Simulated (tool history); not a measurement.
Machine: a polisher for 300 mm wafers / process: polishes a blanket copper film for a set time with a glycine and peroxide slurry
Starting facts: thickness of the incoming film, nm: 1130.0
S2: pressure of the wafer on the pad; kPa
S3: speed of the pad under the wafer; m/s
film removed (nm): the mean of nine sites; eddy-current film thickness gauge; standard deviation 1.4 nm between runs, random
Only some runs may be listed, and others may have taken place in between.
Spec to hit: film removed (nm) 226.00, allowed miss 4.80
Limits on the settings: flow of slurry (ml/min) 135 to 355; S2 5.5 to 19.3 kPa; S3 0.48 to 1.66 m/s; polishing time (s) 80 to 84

{"run": 1, "hour": 0.0, "flow of slurry (ml/min)": 225, "S2": 12.4, "S3": 1.06, "polishing time (s)": 80, "film removed (nm)": 368.41}
{"run": 2, "hour": 5.0, "flow of slurry (ml/min)": 225, "S2": 14.5, "S3": 1.06, "polishing time (s)": 80, "film removed (nm)": 416.81}
{"run": 3, "hour": 9.3, "flow of slurry (ml/min)": 170, "S2": 14.5, "S3": 1.06, "polishing time (s)": 80, "film removed (nm)": 397.87}
{"run": 4, "hour": 10.7, "flow of slurry (ml/min)": 165, "S2": 13.1, "S3": 1.06, "polishing time (s)": 80, "film removed (nm)": 368.42}
{"run": 5, "hour": 19.7, "flow of slurry (ml/min)": 165, "S2": 11.7, "S3": 1.06, "polishing time (s)": 80, "film removed (nm)": 336.92}
{"run": 6, "hour": 23.0, "flow of slurry (ml/min)": 160, "S2": 11.0, "S3": 1.06, "polishing time (s)": 80, "film removed (nm)": 318.04}
{"run": 7, "hour": 27.1, "flow of slurry (ml/min)": 160, "S2": 10.3, "S3": 1.06, "polishing time (s)": 80, "film removed (nm)": 307.25}
{"run": 8, "hour": 33.0, "flow of slurry (ml/min)": 160, "S2": 9.7, "S3": 1.06, "polishing time (s)": 80, "film removed (nm)": 290.24}
{"run": 9, "hour": 39.1, "flow of slurry (ml/min)": 160, "S2": 9.0, "S3": 1.06, "polishing time (s)": 80, "film removed (nm)": 275.41}
{"run": 10, "hour": 40.2, "flow of slurry (ml/min)": 160, "S2": 8.3, "S3": 1.06, "polishing time (s)": 80, "film removed (nm)": 260.8}

Next run, 4 choices. One meets every target within its allowed miss, the rest don't. Which?
{"run": "A", "hour": 41.3, "flow of slurry (ml/min)": 170, "S2": 7.6, "S3": 1.04, "polishing time (s)": 80, "film removed (nm)": "?"}
{"run": "B", "hour": 41.3, "flow of slurry (ml/min)": 165, "S2": 6.9, "S3": 1.02, "polishing time (s)": 80, "film removed (nm)": "?"}
{"run": "C", "hour": 41.3, "flow of slurry (ml/min)": 160, "S2": 5.5, "S3": 1.16, "polishing time (s)": 81, "film removed (nm)": "?"}
{"run": "D", "hour": 41.3, "flow of slurry (ml/min)": 235, "S2": 8.3, "S3": 0.7, "polishing time (s)": 80, "film removed (nm)": "?"}

move=A film_removed_(nm)=246.87
move=B film_removed_(nm)=228.07
move=C film_removed_(nm)=215.39
move=D film_removed_(nm)=218.56
A: an improvement on the last run, though not all results are within tolerance
B: meets every target
C: pushes the last run's worst result past its target
D: pushes the last run's worst result past its target
The move that meets every target is B.

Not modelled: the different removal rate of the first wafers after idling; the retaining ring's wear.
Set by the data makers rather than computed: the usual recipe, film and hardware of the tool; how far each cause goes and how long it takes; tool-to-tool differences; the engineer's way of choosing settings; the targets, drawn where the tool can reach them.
